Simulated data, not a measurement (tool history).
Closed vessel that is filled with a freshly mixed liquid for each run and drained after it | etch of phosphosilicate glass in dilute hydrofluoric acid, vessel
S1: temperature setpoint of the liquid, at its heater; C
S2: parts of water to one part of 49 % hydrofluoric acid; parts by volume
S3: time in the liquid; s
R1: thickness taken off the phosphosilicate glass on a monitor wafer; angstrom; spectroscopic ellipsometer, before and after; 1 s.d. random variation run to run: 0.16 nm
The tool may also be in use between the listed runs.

run,hour,S1,S2,S3,R1
1,0,22,235,125,446.59
2,4.3,20.5,250,125,394.22
3,6.9,20.5,180,125,589.99
4,8.7,19.5,210,125,467.02
5,16.6,19,230,125,409.7
6,22.3,18.5,245,125,372.32
7,25.2,18,255,125,346.46

Estimate the outcome of run 8 from the log above:
8,32.4,17.5,265,125,?

Run 8 came out at R1 325.8 angstrom.
